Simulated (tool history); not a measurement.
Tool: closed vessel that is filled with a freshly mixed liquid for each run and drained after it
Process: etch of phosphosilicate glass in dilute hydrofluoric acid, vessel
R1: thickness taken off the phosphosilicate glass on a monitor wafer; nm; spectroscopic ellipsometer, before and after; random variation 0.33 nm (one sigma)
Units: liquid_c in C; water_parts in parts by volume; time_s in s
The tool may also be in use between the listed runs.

run 1 day=0 | liquid_c=23 water_parts=225 time_s=375 | R1=93.435
run 2 day=0.067 | liquid_c=23 water_parts=265 time_s=375 | R1=76.324
run 3 day=0.396 | liquid_c=20 water_parts=265 time_s=375 | R1=68.335
run 4 day=0.746 | liquid_c=17 water_parts=265 time_s=375 | R1=60.631
run 5 day=0.992 | liquid_c=18.5 water_parts=265 time_s=375 | R1=64.948
run 6 day=1.088 | liquid_c=18.5 water_parts=265 time_s=375 | R1=64.04
run 7 day=1.279 | liquid_c=19.5 water_parts=265 time_s=375 | R1=67.317
run 8 day=1.6 | liquid_c=20 water_parts=265 time_s=375 | R1=68.281
run 9 day=1.792 | liquid_c=20.5 water_parts=265 time_s=375 | R1=69.366
run 10 day=1.875 | liquid_c=21 water_parts=265 time_s=375 | R1=71.014
run 11 day=1.95 | liquid_c=21 water_parts=265 time_s=375 | R1=71.02

The next listed run, before its measurement:
run 12 day=2.292 | liquid_c=21.5 water_parts=265 time_s=375 | R1=?

{"run 12": {"R1": 71.94}}

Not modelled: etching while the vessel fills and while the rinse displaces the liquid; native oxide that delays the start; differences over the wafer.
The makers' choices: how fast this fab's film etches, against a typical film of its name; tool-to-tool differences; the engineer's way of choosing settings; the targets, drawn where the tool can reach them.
